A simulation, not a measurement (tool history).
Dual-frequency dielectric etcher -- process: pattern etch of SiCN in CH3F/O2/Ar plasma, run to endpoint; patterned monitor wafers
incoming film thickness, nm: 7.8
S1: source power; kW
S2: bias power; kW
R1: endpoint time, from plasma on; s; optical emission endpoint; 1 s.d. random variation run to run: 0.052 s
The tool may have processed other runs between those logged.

Run 1, hour 0.0: S1 0.490 kW, S2 0.067 kW. Result: R1 18.431 s.
Run 2, hour 6.7: S1 0.410 kW, S2 0.067 kW. Result: R1 19.890 s.
Run 3, hour 10.3: S1 0.490 kW, S2 0.067 kW. Result: R1 18.373 s.
Run 4, hour 15.0: S1 0.490 kW, S2 0.074 kW. Result: R1 17.894 s.
Run 5, hour 19.4: S1 0.490 kW, S2 0.067 kW. Result: R1 18.431 s.
Run 6, hour 27.0: S1 0.540 kW, S2 0.068 kW. Result: R1 17.623 s.

Expected results for the next run?
Run 7, hour 33.1: S1 0.580 kW, S2 0.069 kW. Result: R1 ?.

R1: 16.961 s
